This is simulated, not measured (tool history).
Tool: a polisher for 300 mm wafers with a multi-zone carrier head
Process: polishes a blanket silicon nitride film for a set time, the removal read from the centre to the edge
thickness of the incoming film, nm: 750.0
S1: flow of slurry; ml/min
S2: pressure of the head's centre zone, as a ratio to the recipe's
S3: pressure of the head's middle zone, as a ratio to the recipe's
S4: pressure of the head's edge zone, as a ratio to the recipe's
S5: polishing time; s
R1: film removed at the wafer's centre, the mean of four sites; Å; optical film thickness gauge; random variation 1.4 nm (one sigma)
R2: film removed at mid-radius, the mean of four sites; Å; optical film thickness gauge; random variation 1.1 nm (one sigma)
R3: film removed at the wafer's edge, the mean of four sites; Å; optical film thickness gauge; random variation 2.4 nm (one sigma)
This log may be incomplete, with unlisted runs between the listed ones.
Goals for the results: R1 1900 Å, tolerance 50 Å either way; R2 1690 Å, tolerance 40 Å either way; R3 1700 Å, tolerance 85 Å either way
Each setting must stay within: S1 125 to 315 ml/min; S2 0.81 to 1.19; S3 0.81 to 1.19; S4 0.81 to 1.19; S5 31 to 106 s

| run | hour | S1 | S2 | S3 | S4 | S5 | R1 | R2 | R3 |
|---|---|---|---|---|---|---|---|---|---|
| 1 | 0 | 205 | 1 | 1 | 1 | 68 | 1230.7 | 1204.4 | 1165.8 |
| 2 | 0.7 | 215 | 1.04 | 1.02 | 1.05 | 73 | 1410.3 | 1340.8 | 1294.5 |
| 3 | 3.9 | 215 | 1.04 | 1.02 | 1.05 | 79 | 1490.6 | 1436.5 | 1424.4 |
| 4 | 6.5 | 265 | 1.04 | 1.02 | 1.05 | 79 | 1545.1 | 1476.6 | 1506.9 |
| 5 | 11.5 | 265 | 1.04 | 1.02 | 1.05 | 93 | 1820.5 | 1729.2 | 1674 |
| 6 | 15.8 | 245 | 1.04 | 1.02 | 1.05 | 93 | 1823.6 | 1713.3 | 1737.8 |
| 7 | 20.1 | 245 | 1.05 | 1.02 | 1.04 | 93 | 1811.8 | 1718.7 | 1687.1 |
| 8 | 25.7 | 250 | 1.06 | 1.01 | 1.04 | 93 | 1834.5 | 1721.2 | 1675.6 |

Exactly one of the 4 candidate moves below puts every result within its allowed miss. Which one?
| A | 31.3 | 240 | 1.04 | 1 | 1.05 | 93 | ? | ? | ? |
| B | 31.3 | 270 | 1.12 | 1.03 | 1.09 | 89 | ? | ? | ? |
| C | 31.3 | 175 | 1.03 | 0.89 | 0.96 | 100 | ? | ? | ? |
| D | 31.3 | 240 | 0.99 | 0.88 | 1.12 | 98 | ? | ? | ? |

| move | R1 | R2 | R3 |
|---|---|---|---|
| A | 1804.5 | 1701.7 | 1702.1 |
| B | 1890.7 | 1688.5 | 1677.1 |
| C | 1817.2 | 1597.6 | 1691.5 |
| D | 1808.1 | 1631.6 | 1855.4 |
A: misses by more than the last run did
B: each result inside its tolerance
C: misses by more than the last run did
D: misses by more than the last run did
Correct choice: B, which meets every target

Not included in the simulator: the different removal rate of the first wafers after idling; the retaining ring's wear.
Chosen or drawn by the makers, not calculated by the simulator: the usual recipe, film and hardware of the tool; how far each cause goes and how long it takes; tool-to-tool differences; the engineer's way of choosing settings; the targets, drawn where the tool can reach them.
